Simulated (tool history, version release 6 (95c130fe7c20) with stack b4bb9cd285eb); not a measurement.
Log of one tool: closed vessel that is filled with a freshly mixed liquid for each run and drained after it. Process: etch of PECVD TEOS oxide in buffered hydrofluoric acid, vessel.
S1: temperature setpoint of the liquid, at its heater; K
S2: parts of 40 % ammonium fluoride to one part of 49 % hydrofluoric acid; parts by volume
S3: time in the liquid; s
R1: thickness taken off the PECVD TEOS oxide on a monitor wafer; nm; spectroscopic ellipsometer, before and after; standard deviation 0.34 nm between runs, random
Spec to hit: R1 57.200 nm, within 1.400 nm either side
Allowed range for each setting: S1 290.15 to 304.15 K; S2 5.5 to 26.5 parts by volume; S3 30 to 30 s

run,hour,S1,S2,S3,R1
1,0.0,296.15,16.0,30,26.590
2,7.9,296.15,13.5,30,31.573
3,15.0,296.15,17.0,30,25.479
4,16.2,298.15,15.0,30,31.979
5,21.5,298.15,18.0,30,26.807
# hour 23.4: thermometer replaced
6,23.4,298.15,14.5,30,29.371
7,31.0,299.65,12.0,30,38.811
8,34.9,300.65,11.0,30,43.851
9,40.2,300.65,11.0,30,43.735
10,47.4,304.15,9.5,30,59.585
11,56.1,304.15,9.5,30,60.039

Exercise: of the 4 proposed moves below, exactly one satisfies all targets within the stated allowed misses. Which move is it?
A,64.8,301.65,8.0,30,?
B,64.8,303.65,9.0,30,?
C,64.8,301.65,8.5,30,?
D,64.8,302.15,8.5,30,?

move,R1
A,61.224
B,59.863
C,57.334
D,58.869
A: further off than the last run
B: an improvement on the last run, though not all results are within tolerance
C: all results land within tolerance of their targets
D: an improvement on the last run, though not all results are within tolerance
The right move is C.
